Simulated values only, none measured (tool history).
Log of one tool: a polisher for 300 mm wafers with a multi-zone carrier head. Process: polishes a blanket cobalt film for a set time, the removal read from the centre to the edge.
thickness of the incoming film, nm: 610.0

| run | hour | flow of slurry (ml/min) | pressure of the head's centre zone | pressure of the head's middle zone | pressure of the head's edge zone | polishing time (s) | film removed at the wafer's centre (nm) | film removed at mid-radius (nm) | film removed at the wafer's edge (nm) |
|---|---|---|---|---|---|---|---|---|---|
| 1 | 0.0 | 315 | 1.00 | 1.00 | 1.00 | 42 | 185.94 | 193.12 | 187.47 |
| 2 | 6.1 | 310 | 0.99 | 0.98 | 0.98 | 40 | 180.09 | 176.65 | 177.67 |
| 3 | 10.9 | 305 | 0.97 | 0.98 | 0.97 | 38 | 166.00 | 171.93 | 168.77 |
| 4 | 18.8 | 305 | 0.96 | 0.96 | 0.95 | 36 | 151.19 | 158.55 | 156.48 |
| 5 | 24.6 | 305 | 0.96 | 1.04 | 0.95 | 36 | 153.20 | 167.73 | 157.34 |
| 6 | 31.9 | 305 | 0.89 | 1.04 | 0.95 | 36 | 145.62 | 166.27 | 157.41 |
| 7 | 39.6 | 300 | 0.90 | 1.01 | 0.93 | 35 | 141.96 | 160.87 | 153.01 |
| 8 | 44.3 | 300 | 0.91 | 0.98 | 0.92 | 34 | 137.34 | 151.63 | 145.80 |

What will run 9 give?
| 9 | 45.5 | 295 | 0.91 | 0.95 | 0.91 | 34 | ? | ? | ? |

film removed at the wafer's centre (nm): 138.47
film removed at mid-radius (nm): 147.23
film removed at the wafer's edge (nm): 145.03

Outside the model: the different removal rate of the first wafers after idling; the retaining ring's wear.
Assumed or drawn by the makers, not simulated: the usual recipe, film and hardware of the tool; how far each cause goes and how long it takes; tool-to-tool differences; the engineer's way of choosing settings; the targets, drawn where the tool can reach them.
